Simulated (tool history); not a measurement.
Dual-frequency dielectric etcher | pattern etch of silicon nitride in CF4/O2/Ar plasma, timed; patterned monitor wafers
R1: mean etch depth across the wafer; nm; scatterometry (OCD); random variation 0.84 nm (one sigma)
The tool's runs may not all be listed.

Run 1, hour 0: source power (W) 660, bias power (W) 45, Ar flow (sccm) 121, CF4 flow (sccm) 135, etch time (s) 158.5. Result: R1 368.78 nm.
Run 2, hour 8.3: source power (W) 690, bias power (W) 45, Ar flow (sccm) 121, CF4 flow (sccm) 135, etch time (s) 158.5. Result: R1 380.85 nm.
Run 3, hour 16.5: source power (W) 710, bias power (W) 45, Ar flow (sccm) 121, CF4 flow (sccm) 135, etch time (s) 158.5. Result: R1 391.19 nm.
Run 4, hour 20: source power (W) 710, bias power (W) 45, Ar flow (sccm) 134, CF4 flow (sccm) 135, etch time (s) 158.5. Result: R1 390.41 nm.
Run 5, hour 24.1: source power (W) 620, bias power (W) 45, Ar flow (sccm) 134, CF4 flow (sccm) 135, etch time (s) 158.5. Result: R1 344.74 nm.
Run 6, hour 30.6: source power (W) 660, bias power (W) 45, Ar flow (sccm) 134, CF4 flow (sccm) 135, etch time (s) 158.5. Result: R1 365.17 nm.
Run 7, hour 37.3: source power (W) 690, bias power (W) 45, Ar flow (sccm) 134, CF4 flow (sccm) 135, etch time (s) 158.5. Result: R1 379.29 nm.
Run 8, hour 43.2: source power (W) 710, bias power (W) 45, Ar flow (sccm) 134, CF4 flow (sccm) 135, etch time (s) 158.5. Result: R1 390.07 nm.
Run 9, hour 52.3: source power (W) 720, bias power (W) 45, Ar flow (sccm) 134, CF4 flow (sccm) 135, etch time (s) 158.5. Result: R1 395.16 nm.
Run 10, hour 55.1: source power (W) 730, bias power (W) 45, Ar flow (sccm) 134, CF4 flow (sccm) 135, etch time (s) 158.5. Result: R1 399.2 nm.

Run 11 has not been measured yet. What should we expect?
Run 11, hour 58.6: source power (W) 740, bias power (W) 45, Ar flow (sccm) 134, CF4 flow (sccm) 135, etch time (s) 158.5. Result: R1 ?.

Run 11 gave R1 403.41 nm.

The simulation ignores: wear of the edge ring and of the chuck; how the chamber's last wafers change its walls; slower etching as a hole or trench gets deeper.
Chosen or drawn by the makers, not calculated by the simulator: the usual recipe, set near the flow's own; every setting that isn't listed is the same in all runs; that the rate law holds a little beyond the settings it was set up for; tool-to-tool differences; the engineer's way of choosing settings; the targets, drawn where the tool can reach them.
